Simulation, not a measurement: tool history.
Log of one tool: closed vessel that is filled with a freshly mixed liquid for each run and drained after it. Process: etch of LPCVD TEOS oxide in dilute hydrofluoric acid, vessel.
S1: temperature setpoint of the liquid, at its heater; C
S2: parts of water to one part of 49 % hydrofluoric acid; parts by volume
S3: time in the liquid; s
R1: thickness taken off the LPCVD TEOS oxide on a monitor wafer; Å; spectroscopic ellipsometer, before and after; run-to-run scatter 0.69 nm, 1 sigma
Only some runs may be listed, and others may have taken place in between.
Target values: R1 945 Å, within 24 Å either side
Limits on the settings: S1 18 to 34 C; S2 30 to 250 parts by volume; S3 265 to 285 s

{"run": 1, "hour": 0.0, "S1": 26, "S2": 140, "S3": 265, "R1": 551.39}
{"run": 2, "hour": 5.6, "S1": 28.5, "S2": 130, "S3": 265, "R1": 665.01}
{"run": 3, "hour": 11.7, "S1": 30, "S2": 125, "S3": 265, "R1": 728.67}
{"run": 4, "hour": 17.0, "S1": 30, "S2": 145, "S3": 265, "R1": 626.28}
{"run": 5, "hour": 24.0, "S1": 32.5, "S2": 145, "S3": 265, "R1": 668.98}
{"hour": 27.8, "done": "thermometer replaced"}
{"run": 6, "hour": 27.8, "S1": 32.5, "S2": 170, "S3": 265, "R1": 603.54}
{"run": 7, "hour": 34.8, "S1": 33, "S2": 150, "S3": 265, "R1": 712.96}
{"run": 8, "hour": 39.8, "S1": 33.5, "S2": 140, "S3": 265, "R1": 790.42}
{"run": 9, "hour": 49.1, "S1": 33.5, "S2": 135, "S3": 265, "R1": 828.84}
{"run": 10, "hour": 57.8, "S1": 33.5, "S2": 130, "S3": 265, "R1": 849.83}
{"run": 11, "hour": 62.9, "S1": 33.5, "S2": 125, "S3": 265, "R1": 910.87}

Below are 4 possible settings for the next run. Only one of them brings all results inside the allowed miss of their targets. Which is it?
{"run": "A", "hour": 68.0, "S1": 33.5, "S2": 125, "S3": 280, "R1": "?"}
{"run": "B", "hour": 68.0, "S1": 31, "S2": 120, "S3": 270, "R1": "?"}
{"run": "C", "hour": 68.0, "S1": 32.5, "S2": 125, "S3": 270, "R1": "?"}
{"run": "D", "hour": 68.0, "S1": 32, "S2": 120, "S3": 265, "R1": "?"}

move=A R1=946.86
move=B R1=875.56
move=C R1=881.09
move=D R1=891.12
A: hits every target within its allowed miss
B: the biggest miss grows against the last run
C: the biggest miss grows against the last run
D: the biggest miss grows against the last run
Go with A: it meets all targets.
